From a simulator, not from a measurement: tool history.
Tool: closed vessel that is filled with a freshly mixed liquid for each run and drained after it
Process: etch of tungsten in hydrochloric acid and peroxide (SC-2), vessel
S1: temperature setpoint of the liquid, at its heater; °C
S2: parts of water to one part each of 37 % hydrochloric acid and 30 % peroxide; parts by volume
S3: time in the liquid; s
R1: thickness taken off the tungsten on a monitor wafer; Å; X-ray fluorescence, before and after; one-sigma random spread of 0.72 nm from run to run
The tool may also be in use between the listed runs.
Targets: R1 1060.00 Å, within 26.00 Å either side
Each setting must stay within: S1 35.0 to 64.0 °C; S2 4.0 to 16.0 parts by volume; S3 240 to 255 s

run  hour    S1   S2   S3       R1
  1   0.0  48.0  9.0  240   636.06
  2   2.5  49.5  9.0  240   695.35
  3   9.0  49.5  9.0  255   741.90
  4  17.1  49.5  9.0  255   735.53
  5  25.7  49.5  9.0  255   731.00
  6  26.5  49.5  9.0  255   739.99
  7  29.7  50.5  9.0  255   793.02
  8  32.1  51.5  9.0  255   835.55
  9  33.6  52.5  9.0  255   909.46
 10  42.3  53.0  9.0  255   931.01
 11  45.5  55.5  9.0  255  1099.50

4 candidate next runs follow, results not yet known. Just one meets every target within its allowed miss. Identify it.
  A  48.7  55.0  7.5  240   ?
  B  48.7  54.5  8.0  240   ?
  C  48.7  55.0  8.5  255   ?
  D  48.7  53.0  7.0  255   ?

move       R1
   A  1155.30
   B  1062.60
   C  1110.60
   D  1137.60
A: its largest miss is bigger than the last run's
B: all results in spec
C: its largest miss is bigger than the last run's
D: its largest miss is bigger than the last run's
Answer: B

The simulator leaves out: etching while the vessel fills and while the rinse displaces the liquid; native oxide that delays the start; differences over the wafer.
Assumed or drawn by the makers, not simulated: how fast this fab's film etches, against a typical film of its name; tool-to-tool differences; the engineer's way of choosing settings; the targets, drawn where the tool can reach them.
